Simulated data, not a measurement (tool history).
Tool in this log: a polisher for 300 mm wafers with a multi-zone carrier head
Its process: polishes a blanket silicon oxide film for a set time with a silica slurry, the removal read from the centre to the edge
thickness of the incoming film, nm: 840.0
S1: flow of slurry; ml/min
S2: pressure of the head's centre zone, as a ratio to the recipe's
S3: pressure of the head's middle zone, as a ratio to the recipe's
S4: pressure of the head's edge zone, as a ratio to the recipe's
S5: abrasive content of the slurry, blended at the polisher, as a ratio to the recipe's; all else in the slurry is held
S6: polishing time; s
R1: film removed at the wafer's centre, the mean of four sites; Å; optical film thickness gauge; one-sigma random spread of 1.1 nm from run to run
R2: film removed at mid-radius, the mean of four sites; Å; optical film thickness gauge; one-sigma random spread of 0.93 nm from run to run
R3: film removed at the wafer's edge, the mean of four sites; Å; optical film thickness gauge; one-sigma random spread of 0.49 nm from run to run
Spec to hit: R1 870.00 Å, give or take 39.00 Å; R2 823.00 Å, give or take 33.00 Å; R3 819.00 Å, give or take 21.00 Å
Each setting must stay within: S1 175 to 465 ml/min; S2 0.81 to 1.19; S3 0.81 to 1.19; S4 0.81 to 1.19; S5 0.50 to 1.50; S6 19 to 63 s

run	hour	S1	S2	S3	S4	S5	S6	R1	R2	R3
1	0.0	295	1.00	1.00	1.00	1.00	41	972.10	951.06	988.26
2	2.3	295	1.00	1.06	1.00	1.00	41	976.79	974.44	1001.40
3	7.5	295	1.00	1.06	1.00	1.00	47	1111.00	1144.00	1128.80
4	16.2	290	1.00	1.03	0.97	0.90	47	1087.60	1079.90	1084.20
5	18.7	290	1.00	1.10	0.97	0.90	47	1063.90	1098.00	1081.10
6	25.0	290	1.01	1.10	0.95	0.80	46	1013.70	1036.90	993.87
7	31.9	285	1.01	1.07	0.94	0.75	46	967.53	983.43	957.22
8	39.3	280	1.01	1.05	0.92	0.70	46	942.99	952.10	925.04

Consider the 4 candidate settings below. Which is the only one whose results all fall within their allowed miss of target?
A	46.7	290	1.18	0.99	0.89	0.75	41	?	?	?
B	46.7	320	1.16	0.98	0.89	0.80	42	?	?	?
C	46.7	270	0.98	0.97	1.11	0.80	44	?	?	?
D	46.7	250	1.05	1.02	0.89	0.70	42	?	?	?

move	R1	R2	R3
A	997.12	839.73	837.00
B	1044.60	888.65	888.42
C	911.42	909.45	1004.50
D	868.43	833.81	820.64
A: the worst result of the last run now meets its target, but another is out of spec
B: better than the last run, though not everything is in spec
C: moves away from the targets compared with the last run
D: in spec on every target
The move that meets every target is D.
